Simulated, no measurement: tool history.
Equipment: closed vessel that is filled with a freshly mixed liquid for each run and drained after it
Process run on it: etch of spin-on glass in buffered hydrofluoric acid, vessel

run,hour,temperature setpoint of the liquid (°C),parts of 40 % ammonium fluoride to one part of 49 % hydrofluoric acid (parts by volume),time in the liquid (s),thickness taken off the spin-on glass on a monitor wafer (angstrom)
1,0.0,24.0,23.0,95,1254.0
2,6.6,25.5,23.0,95,1352.2
3,14.8,27.0,23.0,95,1468.7
4,16.3,27.0,23.0,95,1475.8
5,17.8,25.5,23.0,95,1357.2
6,19.7,25.5,23.0,100,1422.7
7,22.5,21.5,23.5,100,1133.3
8,30.3,21.0,23.5,100,1100.2

What will run 9 give?
9,35.0,20.5,23.5,100,?

{"run 9": {"thickness taken off the spin-on glass on a monitor wafer (angstrom)": 1057.8}}
